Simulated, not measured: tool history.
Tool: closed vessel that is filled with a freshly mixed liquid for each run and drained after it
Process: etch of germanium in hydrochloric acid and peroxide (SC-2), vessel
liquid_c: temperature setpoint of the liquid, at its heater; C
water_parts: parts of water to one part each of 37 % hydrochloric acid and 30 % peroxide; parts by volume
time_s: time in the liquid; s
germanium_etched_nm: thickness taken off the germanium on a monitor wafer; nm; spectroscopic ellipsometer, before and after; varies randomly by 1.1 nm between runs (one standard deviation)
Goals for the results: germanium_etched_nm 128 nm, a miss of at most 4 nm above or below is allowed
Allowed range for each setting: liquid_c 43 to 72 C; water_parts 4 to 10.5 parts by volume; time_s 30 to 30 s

{"run": 1, "day": 0.0, "liquid_c": 59, "water_parts": 5.5, "time_s": 30, "germanium_etched_nm": 92.838}
{"run": 2, "day": 0.188, "liquid_c": 61, "water_parts": 5.5, "time_s": 30, "germanium_etched_nm": 99.367}
{"run": 3, "day": 0.3, "liquid_c": 65, "water_parts": 5.5, "time_s": 30, "germanium_etched_nm": 111.25}
{"run": 4, "day": 0.346, "liquid_c": 66, "water_parts": 5.5, "time_s": 30, "germanium_etched_nm": 115.7}
{"run": 5, "day": 0.608, "liquid_c": 66, "water_parts": 5.5, "time_s": 30, "germanium_etched_nm": 116.27}
{"run": 6, "day": 0.667, "liquid_c": 66.5, "water_parts": 5.5, "time_s": 30, "germanium_etched_nm": 115.98}
{"day": 0.942, "done": "chemicals flow meter replaced"}
{"run": 7, "day": 0.942, "liquid_c": 67, "water_parts": 5.5, "time_s": 30, "germanium_etched_nm": 119.52}
{"run": 8, "day": 1.329, "liquid_c": 67, "water_parts": 5.5, "time_s": 30, "germanium_etched_nm": 119.39}
{"run": 9, "day": 1.658, "liquid_c": 67.5, "water_parts": 5.5, "time_s": 30, "germanium_etched_nm": 119.01}
{"run": 10, "day": 1.992, "liquid_c": 68, "water_parts": 5.5, "time_s": 30, "germanium_etched_nm": 121.3}

4 candidate next runs follow, results not yet known. Just one meets every target within its allowed miss. Identify it.
{"run": "A", "day": 2.325, "liquid_c": 69, "water_parts": 10, "time_s": 30, "germanium_etched_nm": "?"}
{"run": "B", "day": 2.325, "liquid_c": 67.5, "water_parts": 4, "time_s": 30, "germanium_etched_nm": "?"}
{"run": "C", "day": 2.325, "liquid_c": 70.5, "water_parts": 7.5, "time_s": 30, "germanium_etched_nm": "?"}
{"run": "D", "day": 2.325, "liquid_c": 71.5, "water_parts": 5, "time_s": 30, "germanium_etched_nm": "?"}

move=A germanium_etched_nm=119.9
move=B germanium_etched_nm=121.99
move=C germanium_etched_nm=128.74
move=D germanium_etched_nm=135.78
A: further off than the last run
B: closer than the last run, but not yet in spec
C: meets every target
D: the result that was furthest off in the last run now lies on the other side of its target
Answer: C

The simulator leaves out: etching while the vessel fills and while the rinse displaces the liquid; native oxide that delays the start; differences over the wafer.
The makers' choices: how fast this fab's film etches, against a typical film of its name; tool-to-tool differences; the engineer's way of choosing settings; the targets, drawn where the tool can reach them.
